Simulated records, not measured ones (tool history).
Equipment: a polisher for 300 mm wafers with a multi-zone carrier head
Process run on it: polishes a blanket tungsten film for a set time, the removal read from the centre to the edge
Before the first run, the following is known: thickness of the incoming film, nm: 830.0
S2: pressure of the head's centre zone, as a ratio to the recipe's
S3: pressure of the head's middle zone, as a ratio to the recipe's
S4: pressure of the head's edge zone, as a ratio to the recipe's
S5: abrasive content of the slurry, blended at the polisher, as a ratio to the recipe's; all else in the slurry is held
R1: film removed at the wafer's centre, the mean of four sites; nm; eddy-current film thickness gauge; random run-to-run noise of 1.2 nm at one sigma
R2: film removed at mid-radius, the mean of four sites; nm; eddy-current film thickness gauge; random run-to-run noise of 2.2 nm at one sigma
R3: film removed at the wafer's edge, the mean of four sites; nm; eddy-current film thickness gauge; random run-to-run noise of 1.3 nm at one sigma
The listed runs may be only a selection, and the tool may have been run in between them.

run 1 hour=0 | flow_of_slurry_(ml/min)=130 S2=1 S3=1 S4=1 S5=1 polishing_time_(s)=61 | R1=163.47 R2=176.23 R3=166.99
run 2 hour=0.8 | flow_of_slurry_(ml/min)=125 S2=1 S3=0.99 S4=1 S5=1 polishing_time_(s)=61 | R1=160.32 R2=169.5 R3=165
run 3 hour=6.6 | flow_of_slurry_(ml/min)=125 S2=1 S3=0.99 S4=1.04 S5=1 polishing_time_(s)=61 | R1=164.63 R2=172.19 R3=167.3
run 4 hour=8.1 | flow_of_slurry_(ml/min)=125 S2=1 S3=0.99 S4=1.12 S5=1 polishing_time_(s)=61 | R1=162.8 R2=171.96 R3=175.24
run 5 hour=15.4 | flow_of_slurry_(ml/min)=125 S2=1 S3=1.05 S4=1.12 S5=1 polishing_time_(s)=61 | R1=161.24 R2=176.94 R3=173.88
run 6 hour=17.1 | flow_of_slurry_(ml/min)=120 S2=1 S3=1.04 S4=1.12 S5=1 polishing_time_(s)=61 | R1=161.42 R2=179.86 R3=174.55
-- hour=19.4 worn pad replaced by a new one
run 7 hour=19.4 | flow_of_slurry_(ml/min)=120 S2=1 S3=1.02 S4=1.11 S5=1 polishing_time_(s)=61 | R1=175 R2=183.77 R3=187.39

What will run 8 give?
run 8 hour=20.7 | flow_of_slurry_(ml/min)=125 S2=1 S3=1 S4=1.11 S5=1 polishing_time_(s)=61 | R1=? R2=? R3=?

Run 8 yielded R1 174.68 nm, R2 187.48 nm, R3 183.97 nm.
